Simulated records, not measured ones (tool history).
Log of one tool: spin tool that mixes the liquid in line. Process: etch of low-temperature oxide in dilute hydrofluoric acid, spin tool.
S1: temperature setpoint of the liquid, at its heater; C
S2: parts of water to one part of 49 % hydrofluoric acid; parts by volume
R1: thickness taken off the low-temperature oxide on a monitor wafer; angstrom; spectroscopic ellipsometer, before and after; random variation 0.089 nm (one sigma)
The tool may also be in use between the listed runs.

{"run": 1, "hour": 0.0, "S1": 21, "S2": 65, "time under the liquid (s)": 50, "R1": 77.31}
{"run": 2, "hour": 4.9, "S1": 21, "S2": 65, "time under the liquid (s)": 50, "R1": 76.368}
{"run": 3, "hour": 12.4, "S1": 22, "S2": 60, "time under the liquid (s)": 50, "R1": 87.467}
{"run": 4, "hour": 16.9, "S1": 23, "S2": 60, "time under the liquid (s)": 50, "R1": 90.827}
{"run": 5, "hour": 22.0, "S1": 21, "S2": 60, "time under the liquid (s)": 50, "R1": 83.966}
{"run": 6, "hour": 30.1, "S1": 22.5, "S2": 60, "time under the liquid (s)": 50, "R1": 89.733}
{"run": 7, "hour": 37.1, "S1": 22.5, "S2": 60, "time under the liquid (s)": 50, "R1": 88.848}
{"run": 8, "hour": 39.2, "S1": 26.5, "S2": 40, "time under the liquid (s)": 50, "R1": 161.32}

Forecast run 9:
{"run": 9, "hour": 43.6, "S1": 25.5, "S2": 40, "time under the liquid (s)": 50, "R1": "?"}

R1: 155.39 angstrom
